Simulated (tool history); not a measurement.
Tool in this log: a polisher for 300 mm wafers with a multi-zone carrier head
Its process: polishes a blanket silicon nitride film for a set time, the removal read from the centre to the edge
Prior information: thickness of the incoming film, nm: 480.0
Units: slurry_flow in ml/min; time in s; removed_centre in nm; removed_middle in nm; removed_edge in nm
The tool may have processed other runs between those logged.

run  hour  slurry_flow  centre_zone  middle_zone  edge_zone  time  removed_centre  removed_middle  removed_edge
  1   0.0          315         1.00         1.00       1.00    49         102.820         103.510       103.760
  2   5.5          315         1.00         1.00       0.92    49         102.240         103.350       101.370
  3   6.9          315         1.06         1.00       0.92    49         109.090         102.220       100.940
  4  12.3          315         1.06         1.00       0.92    60         132.880         125.140       123.540
  5  18.7          315         1.06         0.92       0.92    60         135.340         118.310       123.010
  6  22.2          300         1.00         0.89       0.91    53         112.200         101.220       109.270
  7  27.6          300         0.97         0.89       0.90    48          97.771          91.778        99.196

What does the tool deliver on the next run?
  8  32.0          300         0.95         0.89       0.89    44               ?               ?             ?

removed_centre: 87.913 nm
removed_middle: 84.225 nm
removed_edge: 90.146 nm
